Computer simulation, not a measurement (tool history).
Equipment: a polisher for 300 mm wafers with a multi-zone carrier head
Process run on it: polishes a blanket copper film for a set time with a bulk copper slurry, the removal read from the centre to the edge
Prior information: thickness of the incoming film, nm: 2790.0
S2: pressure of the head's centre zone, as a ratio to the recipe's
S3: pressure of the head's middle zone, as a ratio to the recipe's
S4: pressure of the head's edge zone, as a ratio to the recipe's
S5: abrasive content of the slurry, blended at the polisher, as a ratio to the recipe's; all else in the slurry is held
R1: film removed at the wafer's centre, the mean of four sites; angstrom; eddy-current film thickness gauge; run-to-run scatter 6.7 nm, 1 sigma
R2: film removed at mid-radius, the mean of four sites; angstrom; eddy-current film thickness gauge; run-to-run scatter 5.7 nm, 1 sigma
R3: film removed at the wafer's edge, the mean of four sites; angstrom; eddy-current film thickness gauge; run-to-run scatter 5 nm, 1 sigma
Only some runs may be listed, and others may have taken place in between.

run 1 hour=0.0 | flow_of_slurry_(ml/min)=125 S2=1.00 S3=1.00 S4=1.00 S5=1.00 polishing_time_(s)=66 | R1=5100.1 R2=5003.9 R3=4928.6
run 2 hour=1.0 | flow_of_slurry_(ml/min)=130 S2=1.02 S3=1.02 S4=1.02 S5=1.05 polishing_time_(s)=67 | R1=5370.9 R2=5239.1 R3=5170.5
run 3 hour=8.8 | flow_of_slurry_(ml/min)=140 S2=1.04 S3=1.04 S4=1.03 S5=1.10 polishing_time_(s)=68 | R1=5666.6 R2=5627.3 R3=5320.5
run 4 hour=10.5 | flow_of_slurry_(ml/min)=140 S2=1.04 S3=1.04 S4=1.03 S5=1.10 polishing_time_(s)=80 | R1=6670.9 R2=6473.5 R3=6335.6
run 5 hour=11.5 | flow_of_slurry_(ml/min)=140 S2=1.04 S3=1.04 S4=1.03 S5=1.10 polishing_time_(s)=67 | R1=5606.6 R2=5425.6 R3=5220.7
run 6 hour=16.7 | flow_of_slurry_(ml/min)=140 S2=1.04 S3=1.04 S4=1.03 S5=0.95 polishing_time_(s)=67 | R1=5393.5 R2=5273.2 R3=5074.7
run 7 hour=18.7 | flow_of_slurry_(ml/min)=145 S2=1.05 S3=1.06 S4=1.04 S5=1.00 polishing_time_(s)=69 | R1=5716.5 R2=5622.3 R3=5370.6
run 8 hour=25.7 | flow_of_slurry_(ml/min)=150 S2=1.07 S3=1.07 S4=1.05 S5=1.05 polishing_time_(s)=70 | R1=6103.5 R2=5755.9 R3=5538.9
run 9 hour=30.7 | flow_of_slurry_(ml/min)=185 S2=1.06 S3=1.17 S4=1.07 S5=1.30 polishing_time_(s)=84 | R1=7877.5 R2=8098.4 R3=7294.1
run 10 hour=35.3 | flow_of_slurry_(ml/min)=185 S2=1.07 S3=1.17 S4=1.07 S5=1.30 polishing_time_(s)=84 | R1=7884.8 R2=8247.8 R3=7237.5

Estimate the outcome of run 11 from the log above:
run 11 hour=40.5 | flow_of_slurry_(ml/min)=185 S2=1.08 S3=1.17 S4=1.07 S5=1.30 polishing_time_(s)=84 | R1=? R2=? R3=?

{"run 11": {"R1": 7816.3, "R2": 8119.7, "R3": 7095.1}}
